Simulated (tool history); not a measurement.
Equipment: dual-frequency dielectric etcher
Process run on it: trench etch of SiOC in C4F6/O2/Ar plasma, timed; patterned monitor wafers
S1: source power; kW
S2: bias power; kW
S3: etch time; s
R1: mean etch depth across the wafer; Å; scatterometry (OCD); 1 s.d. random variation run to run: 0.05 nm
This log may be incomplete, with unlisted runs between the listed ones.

{"run": 1, "day": 0.0, "S1": 0.3, "S2": 0.165, "S3": 10, "R1": 188.81}
{"run": 2, "day": 0.325, "S1": 0.3, "S2": 0.149, "S3": 10, "R1": 183.12}
{"run": 3, "day": 0.533, "S1": 0.27, "S2": 0.144, "S3": 10, "R1": 171.72}
{"run": 4, "day": 0.679, "S1": 0.29, "S2": 0.144, "S3": 10, "R1": 179.63}
{"run": 5, "day": 1.0, "S1": 0.27, "S2": 0.143, "S3": 10, "R1": 170.98}
{"run": 6, "day": 1.275, "S1": 0.25, "S2": 0.142, "S3": 10, "R1": 163.25}

For run 7, what comes out?
{"run": 7, "day": 1.358, "S1": 0.24, "S2": 0.142, "S3": 10, "R1": "?"}

Run 7 yielded R1 160.15 Å.
